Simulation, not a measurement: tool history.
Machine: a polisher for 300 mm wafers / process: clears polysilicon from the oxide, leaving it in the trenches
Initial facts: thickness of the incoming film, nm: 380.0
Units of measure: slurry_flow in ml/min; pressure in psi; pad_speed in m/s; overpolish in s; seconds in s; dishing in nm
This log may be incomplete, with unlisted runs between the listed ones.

run	day	slurry_flow	pressure	pad_speed	overpolish	seconds	dishing
1	0.000	235	2.7	1.18	13	26.718	54.512
2	0.100	235	2.4	1.18	13	29.595	53.852
3	0.433	235	2.4	1.08	13	32.895	53.029
4	0.783	235	2.4	1.08	10	33.116	49.717
5	1.100	235	2.7	1.08	10	29.081	51.786
6	1.279	235	2.7	1.08	6	29.693	42.728

Run 7 has not been measured yet. What should we expect?
7	1.583	235	3.0	1.08	7	?	?

For run 7 the tool returned seconds 26.278 s, dishing 48.475 nm.
